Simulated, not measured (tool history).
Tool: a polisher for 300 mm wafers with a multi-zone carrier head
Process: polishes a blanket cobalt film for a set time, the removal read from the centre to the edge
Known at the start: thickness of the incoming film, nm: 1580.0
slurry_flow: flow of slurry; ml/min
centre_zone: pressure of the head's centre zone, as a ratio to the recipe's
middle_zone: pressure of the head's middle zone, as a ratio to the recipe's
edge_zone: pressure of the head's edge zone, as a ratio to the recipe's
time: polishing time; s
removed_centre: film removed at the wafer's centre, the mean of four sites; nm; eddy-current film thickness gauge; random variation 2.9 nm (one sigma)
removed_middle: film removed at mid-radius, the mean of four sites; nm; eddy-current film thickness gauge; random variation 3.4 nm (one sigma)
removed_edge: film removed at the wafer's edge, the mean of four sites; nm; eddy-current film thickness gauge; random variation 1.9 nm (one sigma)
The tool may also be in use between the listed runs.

Run 1, hour 0.0: slurry_flow 230 ml/min, centre_zone 1.00, middle_zone 1.00, edge_zone 1.00, time 50 s. Result: removed_centre 346.80 nm, removed_middle 367.39 nm, removed_edge 345.46 nm.
Run 2, hour 6.4: slurry_flow 230 ml/min, centre_zone 1.00, middle_zone 1.04, edge_zone 1.00, time 50 s. Result: removed_centre 344.73 nm, removed_middle 376.88 nm, removed_edge 344.39 nm.
Run 3, hour 14.5: slurry_flow 230 ml/min, centre_zone 1.00, middle_zone 1.09, edge_zone 1.00, time 50 s. Result: removed_centre 340.60 nm, removed_middle 388.07 nm, removed_edge 349.02 nm.
Run 4, hour 17.4: slurry_flow 225 ml/min, centre_zone 0.97, middle_zone 1.08, edge_zone 0.97, time 47 s. Result: removed_centre 315.84 nm, removed_middle 359.03 nm, removed_edge 316.44 nm.
Run 5, hour 22.4: slurry_flow 215 ml/min, centre_zone 0.94, middle_zone 1.08, edge_zone 0.97, time 45 s. Result: removed_centre 295.99 nm, removed_middle 341.32 nm, removed_edge 302.20 nm.
Run 6, hour 26.2: slurry_flow 215 ml/min, centre_zone 0.94, middle_zone 1.12, edge_zone 0.97, time 45 s. Result: removed_centre 301.54 nm, removed_middle 350.93 nm, removed_edge 301.70 nm.
Run 7, hour 33.2: slurry_flow 225 ml/min, centre_zone 0.91, middle_zone 1.13, edge_zone 0.98, time 42 s. Result: removed_centre 276.19 nm, removed_middle 328.80 nm, removed_edge 281.81 nm.
Run 8, hour 37.7: slurry_flow 220 ml/min, centre_zone 0.89, middle_zone 1.14, edge_zone 0.99, time 41 s. Result: removed_centre 262.39 nm, removed_middle 337.80 nm, removed_edge 279.92 nm.
Run 9, hour 41.1: slurry_flow 215 ml/min, centre_zone 0.88, middle_zone 1.12, edge_zone 0.98, time 40 s. Result: removed_centre 247.72 nm, removed_middle 320.01 nm, removed_edge 271.78 nm.
Run 10, hour 42.8: slurry_flow 215 ml/min, centre_zone 0.88, middle_zone 1.12, edge_zone 0.98, time 40 s. Result: removed_centre 252.53 nm, removed_middle 315.72 nm, removed_edge 271.90 nm.
Run 11, hour 46.7: slurry_flow 210 ml/min, centre_zone 0.87, middle_zone 1.12, edge_zone 0.97, time 39 s. Result: removed_centre 242.34 nm, removed_middle 304.55 nm, removed_edge 261.92 nm.
Run 12, hour 52.4: slurry_flow 205 ml/min, centre_zone 0.86, middle_zone 1.12, edge_zone 0.96, time 39 s. Result: removed_centre 235.45 nm, removed_middle 309.95 nm, removed_edge 261.42 nm.

Forecast run 13:
Run 13, hour 59.7: slurry_flow 205 ml/min, centre_zone 0.86, middle_zone 1.11, edge_zone 0.94, time 39 s. Result: removed_centre ?, removed_middle ?, removed_edge ?.

Run 13 gave removed_centre 240.85 nm, removed_middle 297.73 nm, removed_edge 257.77 nm.
